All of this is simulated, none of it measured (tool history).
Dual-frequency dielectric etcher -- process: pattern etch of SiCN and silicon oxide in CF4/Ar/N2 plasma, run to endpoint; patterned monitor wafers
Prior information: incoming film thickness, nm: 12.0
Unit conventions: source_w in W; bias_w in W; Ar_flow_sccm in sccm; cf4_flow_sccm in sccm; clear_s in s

{"run": 1, "hour": 0.0, "source_w": 460, "bias_w": 69, "Ar_flow_sccm": 82, "cf4_flow_sccm": 66, "clear_s": 13.834}
{"run": 2, "hour": 3.6, "source_w": 460, "bias_w": 61, "Ar_flow_sccm": 82, "cf4_flow_sccm": 66, "clear_s": 14.493}
{"run": 3, "hour": 8.6, "source_w": 460, "bias_w": 61, "Ar_flow_sccm": 82, "cf4_flow_sccm": 55, "clear_s": 14.802}
{"run": 4, "hour": 13.6, "source_w": 510, "bias_w": 63, "Ar_flow_sccm": 81, "cf4_flow_sccm": 55, "clear_s": 13.149}
{"run": 5, "hour": 16.0, "source_w": 540, "bias_w": 63, "Ar_flow_sccm": 81, "cf4_flow_sccm": 55, "clear_s": 12.42}
{"run": 6, "hour": 17.5, "source_w": 570, "bias_w": 63, "Ar_flow_sccm": 81, "cf4_flow_sccm": 55, "clear_s": 11.724}

Run 7 has not been measured yet. What should we expect?
{"run": 7, "hour": 23.5, "source_w": 590, "bias_w": 63, "Ar_flow_sccm": 81, "cf4_flow_sccm": 55, "clear_s": "?"}

{"run 7": {"clear_s": 11.262}}
